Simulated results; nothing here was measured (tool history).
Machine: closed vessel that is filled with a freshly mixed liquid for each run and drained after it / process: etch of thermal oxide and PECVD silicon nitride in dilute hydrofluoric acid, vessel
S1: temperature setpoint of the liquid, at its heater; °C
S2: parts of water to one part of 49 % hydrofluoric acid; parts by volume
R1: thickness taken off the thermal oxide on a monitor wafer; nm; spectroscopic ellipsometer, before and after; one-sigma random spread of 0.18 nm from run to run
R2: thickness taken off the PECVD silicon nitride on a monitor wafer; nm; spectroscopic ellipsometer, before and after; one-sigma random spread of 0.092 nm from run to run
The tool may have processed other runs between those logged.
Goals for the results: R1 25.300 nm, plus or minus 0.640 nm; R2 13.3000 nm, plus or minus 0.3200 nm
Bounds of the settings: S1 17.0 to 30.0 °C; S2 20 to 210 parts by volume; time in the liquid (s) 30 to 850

{"run": 1, "day": 0.0, "S1": 22.0, "S2": 115, "time in the liquid (s)": 435, "R1": 17.5, "R2": 11.304}
{"run": 2, "day": 0.067, "S1": 22.0, "S2": 145, "time in the liquid (s)": 435, "R1": 13.497, "R2": 8.9694}
{"run": 3, "day": 0.096, "S1": 21.5, "S2": 130, "time in the liquid (s)": 425, "R1": 14.719, "R2": 9.3272}
{"run": 4, "day": 0.333, "S1": 21.5, "S2": 130, "time in the liquid (s)": 510, "R1": 17.526, "R2": 11.221}
{"day": 0.429, "done": "thermometer replaced"}
{"run": 5, "day": 0.429, "S1": 21.0, "S2": 120, "time in the liquid (s)": 505, "R1": 17.374, "R2": 10.361}
{"run": 6, "day": 0.592, "S1": 19.0, "S2": 120, "time in the liquid (s)": 505, "R1": 16.254, "R2": 9.0438}
{"run": 7, "day": 0.8, "S1": 19.0, "S2": 110, "time in the liquid (s)": 500, "R1": 17.817, "R2": 9.8398}
{"run": 8, "day": 0.879, "S1": 19.0, "S2": 105, "time in the liquid (s)": 495, "R1": 18.427, "R2": 10.047}
{"run": 9, "day": 0.971, "S1": 19.0, "S2": 100, "time in the liquid (s)": 490, "R1": 19.214, "R2": 10.571}
{"run": 10, "day": 1.075, "S1": 19.0, "S2": 95, "time in the liquid (s)": 490, "R1": 20.371, "R2": 11.025}
{"run": 11, "day": 1.112, "S1": 19.0, "S2": 90, "time in the liquid (s)": 490, "R1": 21.552, "R2": 11.644}
{"run": 12, "day": 1.292, "S1": 19.0, "S2": 85, "time in the liquid (s)": 490, "R1": 22.944, "R2": 12.362}

Which single option among these 4 for the next run brings every result within its allowed miss of target? Just one does.
{"run": "A", "day": 1.471, "S1": 19.5, "S2": 85, "time in the liquid (s)": 450, "R1": "?", "R2": "?"}
{"run": "B", "day": 1.471, "S1": 18.5, "S2": 80, "time in the liquid (s)": 520, "R1": "?", "R2": "?"}
{"run": "C", "day": 1.471, "S1": 22.0, "S2": 95, "time in the liquid (s)": 460, "R1": "?", "R2": "?"}
{"run": "D", "day": 1.471, "S1": 24.5, "S2": 115, "time in the liquid (s)": 485, "R1": "?", "R2": "?"}

move=A R1=21.460 R2=11.6710
move=B R1=25.409 R2=13.3520
move=C R1=21.501 R2=12.6820
move=D R1=20.194 R2=13.0700
A: the biggest miss grows against the last run
B: every result within its allowed miss
C: the biggest miss grows against the last run
D: the biggest miss grows against the last run
Move B is the one to make.
